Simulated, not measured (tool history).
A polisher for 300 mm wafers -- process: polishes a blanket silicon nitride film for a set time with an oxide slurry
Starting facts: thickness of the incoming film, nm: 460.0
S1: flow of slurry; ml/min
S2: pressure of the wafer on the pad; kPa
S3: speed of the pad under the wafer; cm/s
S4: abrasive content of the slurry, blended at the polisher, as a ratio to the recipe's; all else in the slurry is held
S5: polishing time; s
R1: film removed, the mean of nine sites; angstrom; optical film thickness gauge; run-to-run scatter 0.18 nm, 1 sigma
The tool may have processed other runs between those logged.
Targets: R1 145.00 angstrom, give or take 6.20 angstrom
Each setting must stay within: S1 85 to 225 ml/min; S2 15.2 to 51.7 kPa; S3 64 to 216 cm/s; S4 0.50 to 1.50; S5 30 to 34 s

run,hour,S1,S2,S3,S4,S5,R1
1,0.0,145,33.1,140,1.00,34,298.79
2,6.3,145,33.1,126,1.00,34,267.30
3,10.8,145,30.3,124,1.00,34,246.72
4,15.5,145,30.3,124,1.00,30,220.11
5,24.1,145,28.3,124,1.00,30,202.80
6,27.4,145,26.9,124,1.00,30,190.21
7,31.5,145,26.2,124,1.00,30,183.64
8,39.7,145,25.5,124,1.00,30,181.36
9,45.9,135,17.2,122,1.00,30,123.47
10,54.3,140,17.9,122,1.00,30,131.68
11,61.3,145,17.9,122,1.00,30,130.36

Exactly one of the 4 candidate moves below puts every result within its allowed miss. Which one?
A,68.3,110,20.7,112,0.95,30,?
B,68.3,165,15.2,134,0.95,33,?
C,68.3,155,24.8,86,1.00,32,?
D,68.3,135,16.5,126,1.05,30,?

move,R1
A,131.84
B,131.65
C,147.07
D,129.21
A: nearer than the last run, and not there yet
B: nearer than the last run, and not there yet
C: hits every target within its allowed miss
D: the biggest miss grows against the last run
C meets every target.

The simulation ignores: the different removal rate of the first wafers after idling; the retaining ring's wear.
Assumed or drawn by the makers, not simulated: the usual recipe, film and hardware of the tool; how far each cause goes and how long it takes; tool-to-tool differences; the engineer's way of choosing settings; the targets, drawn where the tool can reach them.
